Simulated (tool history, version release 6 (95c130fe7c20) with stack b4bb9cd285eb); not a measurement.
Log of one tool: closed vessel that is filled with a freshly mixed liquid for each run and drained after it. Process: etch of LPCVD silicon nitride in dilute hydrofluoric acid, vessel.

run  hour  temperature setpoint of the liquid (K)  parts of water to one part of 49 % hydrofluoric acid (parts by volume)  time in the liquid (s)  thickness taken off the LPCVD silicon nitride on a monitor wafer (angstrom)
  1     0                                  293.15                                                                      55                    1000                                                                       79.577
  2   3.4                                  295.15                                                                      55                    1000                                                                       91.191
  3  10.1                                  295.15                                                                      70                    1000                                                                       72.209
  4  15.6                                  293.15                                                                      70                    1000                                                                       63.635
  5  24.3                                  295.65                                                                      65                    1000                                                                       80.189
  6  31.1                                  295.65                                                                      85                    1000                                                                       61.379
  7  37.3                                  297.65                                                                      75                    1000                                                                        80.65

Predict the results of run 8:
  8  38.6                                  298.65                                                                      70                    1000                                                                            ?

Run 8 came out at thickness taken off the LPCVD silicon nitride on a monitor wafer (angstrom) 92.565.

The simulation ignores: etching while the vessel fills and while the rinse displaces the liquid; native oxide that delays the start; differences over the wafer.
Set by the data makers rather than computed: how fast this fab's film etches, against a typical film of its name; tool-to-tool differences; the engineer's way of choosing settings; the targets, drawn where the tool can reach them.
